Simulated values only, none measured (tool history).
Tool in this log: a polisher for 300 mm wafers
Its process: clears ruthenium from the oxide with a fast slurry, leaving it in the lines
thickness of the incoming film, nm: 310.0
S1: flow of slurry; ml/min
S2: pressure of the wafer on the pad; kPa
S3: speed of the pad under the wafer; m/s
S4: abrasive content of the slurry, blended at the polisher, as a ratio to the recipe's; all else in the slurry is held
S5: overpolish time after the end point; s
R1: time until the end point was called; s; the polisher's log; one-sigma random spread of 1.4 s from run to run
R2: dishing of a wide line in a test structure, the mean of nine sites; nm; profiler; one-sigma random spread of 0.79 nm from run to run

Run 1, hour 0.0: S1 280 ml/min, S2 23.4 kPa, S3 1.06 m/s, S4 1.0, S5 15 s. Result: R1 55.669 s, R2 54.931 nm.
Run 2, hour 8.4: S1 280 ml/min, S2 22.1 kPa, S3 1.06 m/s, S4 1.0, S5 15 s. Result: R1 61.012 s, R2 51.650 nm.
Run 3, hour 11.0: S1 280 ml/min, S2 22.1 kPa, S3 1.28 m/s, S4 1.0, S5 15 s. Result: R1 50.708 s, R2 59.947 nm.
Run 4, hour 18.6: S1 280 ml/min, S2 20.0 kPa, S3 1.28 m/s, S4 1.0, S5 15 s. Result: R1 53.982 s, R2 56.929 nm.
Run 5, hour 23.8: S1 280 ml/min, S2 17.9 kPa, S3 1.28 m/s, S4 1.0, S5 15 s. Result: R1 61.581 s, R2 50.452 nm.
Run 6, hour 28.3: S1 280 ml/min, S2 17.9 kPa, S3 1.28 m/s, S4 1.1, S5 15 s. Result: R1 57.407 s, R2 53.538 nm.

Predict the results of run 7:
Run 7, hour 35.8: S1 280 ml/min, S2 16.5 kPa, S3 1.28 m/s, S4 1.1, S5 15 s. Result: R1 ?, R2 ?.

Run 7 yielded R1 62.605 s, R2 50.750 nm.

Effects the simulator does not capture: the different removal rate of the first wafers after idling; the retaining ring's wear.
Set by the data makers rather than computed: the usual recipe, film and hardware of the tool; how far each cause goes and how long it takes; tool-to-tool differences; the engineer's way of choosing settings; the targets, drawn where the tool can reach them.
